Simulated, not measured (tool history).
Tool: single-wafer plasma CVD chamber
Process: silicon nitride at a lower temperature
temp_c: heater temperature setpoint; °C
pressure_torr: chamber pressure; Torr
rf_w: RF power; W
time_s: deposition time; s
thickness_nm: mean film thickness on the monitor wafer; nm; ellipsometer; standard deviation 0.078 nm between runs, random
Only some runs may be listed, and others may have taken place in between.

run,hour,temp_c,pressure_torr,rf_w,time_s,thickness_nm
1,0,350,1.17,255,46.8,47.537
2,6.2,341,1.17,255,46.8,47.86
3,7.4,341,1.06,235,46.8,43.313
4,15.8,351,1.06,235,46.8,43.09
5,22.2,351,0.92,235,46.8,40.996
6,30.2,343,0.92,235,46.8,41.205
7,34,343,0.86,230,46.8,39.381
8,41.8,343,0.7,215,46.8,33.956
9,46.7,343,0.73,215,46.8,34.633

What will run 10 give?
10,53.2,343,0.85,220,46.8,?

{"run 10": {"thickness_nm": 37.606}}
